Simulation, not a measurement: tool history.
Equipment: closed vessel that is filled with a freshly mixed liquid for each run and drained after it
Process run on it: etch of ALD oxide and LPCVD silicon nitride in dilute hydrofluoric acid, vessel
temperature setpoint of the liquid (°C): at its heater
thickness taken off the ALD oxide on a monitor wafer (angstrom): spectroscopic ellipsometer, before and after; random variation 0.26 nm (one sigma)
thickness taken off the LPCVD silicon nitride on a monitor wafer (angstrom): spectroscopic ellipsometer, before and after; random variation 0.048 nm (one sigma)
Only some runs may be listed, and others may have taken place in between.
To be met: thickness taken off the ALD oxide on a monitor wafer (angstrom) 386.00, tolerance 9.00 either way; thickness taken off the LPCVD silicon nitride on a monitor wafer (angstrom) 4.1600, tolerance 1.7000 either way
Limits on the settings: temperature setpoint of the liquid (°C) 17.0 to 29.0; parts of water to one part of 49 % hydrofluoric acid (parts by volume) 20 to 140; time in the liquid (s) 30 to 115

run,day,temperature setpoint of the liquid (°C),parts of water to one part of 49 % hydrofluoric acid (parts by volume),time in the liquid (s),thickness taken off the ALD oxide on a monitor wafer (angstrom),thickness taken off the LPCVD silicon nitride on a monitor wafer (angstrom)
1,0.000,21.0,75,60,249.10,3.0923
2,0.221,22.5,75,60,265.79,3.1900
3,0.358,24.0,75,60,284.16,3.4965
4,0.604,24.0,60,60,364.23,4.6237
5,0.958,24.0,60,45,269.95,3.5058
6,0.992,22.0,60,45,250.76,3.3206
7,1.225,23.5,60,45,263.31,3.3598
8,1.408,27.5,45,45,424.84,6.3214
9,1.675,27.0,45,45,413.56,6.1115
10,1.854,26.5,45,45,409.16,4.9564

Pick the move, out of 4, that brings all results within their allowed miss; only one does.
A,2.033,29.0,45,40,?,?
B,2.033,21.0,30,35,?,?
C,2.033,19.0,25,35,?,?
D,2.033,25.0,60,70,?,?

move,thickness taken off the ALD oxide on a monitor wafer (angstrom),thickness taken off the LPCVD silicon nitride on a monitor wafer (angstrom)
A,403.63,5.3832
B,388.77,4.0772
C,430.51,4.2207
D,441.71,5.4529
A: closer than the last run, but not yet in spec
B: in spec on every target
C: lands further from the targets than the last run did
D: lands further from the targets than the last run did
Move B is the one to make.

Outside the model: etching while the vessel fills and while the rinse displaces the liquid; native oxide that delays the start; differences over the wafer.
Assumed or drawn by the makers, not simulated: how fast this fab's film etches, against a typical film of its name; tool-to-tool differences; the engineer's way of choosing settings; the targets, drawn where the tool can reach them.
